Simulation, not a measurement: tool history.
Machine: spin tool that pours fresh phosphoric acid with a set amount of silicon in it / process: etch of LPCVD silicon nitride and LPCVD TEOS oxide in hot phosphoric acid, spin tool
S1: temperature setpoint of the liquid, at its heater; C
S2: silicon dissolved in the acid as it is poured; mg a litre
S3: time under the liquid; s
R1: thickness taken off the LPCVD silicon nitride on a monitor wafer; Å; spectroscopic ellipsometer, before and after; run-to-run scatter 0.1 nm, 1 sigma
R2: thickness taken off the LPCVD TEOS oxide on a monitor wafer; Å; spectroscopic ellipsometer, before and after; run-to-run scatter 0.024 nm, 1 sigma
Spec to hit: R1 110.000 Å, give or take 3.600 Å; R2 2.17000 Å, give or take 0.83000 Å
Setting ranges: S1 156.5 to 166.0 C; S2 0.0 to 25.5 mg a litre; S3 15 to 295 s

run	hour	S1	S2	S3	R1	R2
1	0.0	161.0	11.0	150	146.970	2.53270
2	0.9	161.0	11.0	90	90.003	1.21200
3	9.6	161.0	11.0	50	50.580	0.60812
4	14.1	161.0	11.0	95	93.439	1.52140
5	16.1	162.0	10.5	95	97.990	1.63550
6	24.9	162.0	15.5	95	96.063	1.48260
7	30.7	162.5	15.0	95	101.330	1.80850
8	32.2	163.0	15.5	95	102.410	1.78270
9	35.6	163.5	15.5	95	101.920	1.89820
10	40.4	163.5	16.0	95	102.700	1.79670
11	41.7	164.0	16.0	95	104.920	1.85050
12	46.3	164.0	16.0	95	104.870	1.47830
13	53.7	164.0	18.5	95	105.290	1.60060

Which one of the following 5 next-run settings gets every result inside its allowed miss? There is exactly one.
A	61.1	162.5	5.5	105	?	?
B	61.1	159.0	25.5	110	?	?
C	61.1	157.5	25.5	120	?	?
D	61.1	159.5	25.5	105	?	?
E	61.1	161.0	25.5	100	?	?

move	R1	R2
A	111.410	2.57920
B	103.810	1.24350
C	107.640	1.21280
D	100.770	1.23200
E	100.930	1.31110
A: all results in spec
B: lands further from the targets than the last run did
C: meets the target for the result that was furthest off, but another lies outside its allowed miss
D: lands further from the targets than the last run did
E: lands further from the targets than the last run did
The right move is A.
